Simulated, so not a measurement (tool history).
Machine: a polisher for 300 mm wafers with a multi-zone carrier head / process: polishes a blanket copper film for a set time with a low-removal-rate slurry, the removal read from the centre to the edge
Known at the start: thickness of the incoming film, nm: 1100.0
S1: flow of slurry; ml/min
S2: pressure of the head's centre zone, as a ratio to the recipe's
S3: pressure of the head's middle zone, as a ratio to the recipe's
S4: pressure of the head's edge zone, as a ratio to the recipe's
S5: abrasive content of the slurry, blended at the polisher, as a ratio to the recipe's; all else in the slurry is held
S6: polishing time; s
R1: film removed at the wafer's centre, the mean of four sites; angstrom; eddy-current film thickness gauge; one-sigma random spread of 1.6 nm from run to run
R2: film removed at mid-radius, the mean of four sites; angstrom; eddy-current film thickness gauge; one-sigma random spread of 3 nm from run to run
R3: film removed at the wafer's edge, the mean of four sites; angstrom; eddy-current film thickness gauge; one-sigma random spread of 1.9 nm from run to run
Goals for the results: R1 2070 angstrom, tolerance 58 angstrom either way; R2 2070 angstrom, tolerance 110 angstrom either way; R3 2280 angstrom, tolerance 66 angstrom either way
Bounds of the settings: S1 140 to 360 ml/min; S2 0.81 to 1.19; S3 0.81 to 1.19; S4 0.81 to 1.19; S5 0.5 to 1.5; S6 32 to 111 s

{"run": 1, "hour": 0.0, "S1": 230, "S2": 1, "S3": 1, "S4": 1, "S5": 1, "S6": 71, "R1": 2873.3, "R2": 2939.8, "R3": 2920.1}
{"run": 2, "hour": 3.1, "S1": 230, "S2": 1.06, "S3": 1, "S4": 1, "S5": 1, "S6": 71, "R1": 2978, "R2": 2979, "R3": 2873.2}
{"run": 3, "hour": 10.9, "S1": 230, "S2": 1.06, "S3": 1, "S4": 1.03, "S5": 1, "S6": 71, "R1": 2957.4, "R2": 2922.1, "R3": 3000.4}
{"run": 4, "hour": 13.6, "S1": 230, "S2": 1.06, "S3": 1, "S4": 1.03, "S5": 1, "S6": 84, "R1": 3449.9, "R2": 3410.6, "R3": 3555.3}
{"run": 5, "hour": 15.3, "S1": 220, "S2": 1.01, "S3": 0.97, "S4": 1.02, "S5": 0.9, "S6": 79, "R1": 3040.3, "R2": 3127.1, "R3": 3135.5}
{"run": 6, "hour": 18.2, "S1": 180, "S2": 1.01, "S3": 0.97, "S4": 1.02, "S5": 0.9, "S6": 79, "R1": 2978.3, "R2": 2971.9, "R3": 3149.8}
{"run": 7, "hour": 23.4, "S1": 170, "S2": 0.99, "S3": 0.94, "S4": 1.02, "S5": 0.8, "S6": 76, "R1": 2669.9, "R2": 2689.7, "R3": 2870.2}
{"run": 8, "hour": 27.2, "S1": 165, "S2": 0.98, "S3": 0.91, "S4": 1.01, "S5": 0.75, "S6": 75, "R1": 2558.9, "R2": 2507.3, "R3": 2746.5}
{"run": 9, "hour": 29.3, "S1": 160, "S2": 0.95, "S3": 0.89, "S4": 0.99, "S5": 0.7, "S6": 74, "R1": 2385, "R2": 2352.5, "R3": 2636.6}
{"run": 10, "hour": 36.3, "S1": 170, "S2": 0.89, "S3": 0.86, "S4": 0.89, "S5": 0.5, "S6": 71, "R1": 1911.1, "R2": 1940.1, "R3": 2086.5}

Exactly one of the 4 candidate moves below puts every result within its allowed miss. Which one?
{"run": "A", "hour": 43.3, "S1": 190, "S2": 0.88, "S3": 0.85, "S4": 0.9, "S5": 0.65, "S6": 68, "R1": "?", "R2": "?", "R3": "?"}
{"run": "B", "hour": 43.3, "S1": 145, "S2": 0.92, "S3": 0.81, "S4": 0.87, "S5": 0.65, "S6": 67, "R1": "?", "R2": "?", "R3": "?"}
{"run": "C", "hour": 43.3, "S1": 185, "S2": 1.04, "S3": 0.85, "S4": 0.81, "S5": 0.5, "S6": 70, "R1": "?", "R2": "?", "R3": "?"}
{"run": "D", "hour": 43.3, "S1": 190, "S2": 1.07, "S3": 1, "S4": 0.85, "S5": 0.55, "S6": 61, "R1": "?", "R2": "?", "R3": "?"}

move=A R1=2081.8 R2=2067.3 R3=2297.8
move=B R1=2040.3 R2=1895.7 R3=2185.8
move=C R1=2143.4 R2=1887.9 R3=2025.1
move=D R1=2006 R2=1977.9 R3=1879.1
A: in spec on every target
B: nearer than the last run, and not there yet
C: further off than the last run
D: further off than the last run
The move that meets every target is A.

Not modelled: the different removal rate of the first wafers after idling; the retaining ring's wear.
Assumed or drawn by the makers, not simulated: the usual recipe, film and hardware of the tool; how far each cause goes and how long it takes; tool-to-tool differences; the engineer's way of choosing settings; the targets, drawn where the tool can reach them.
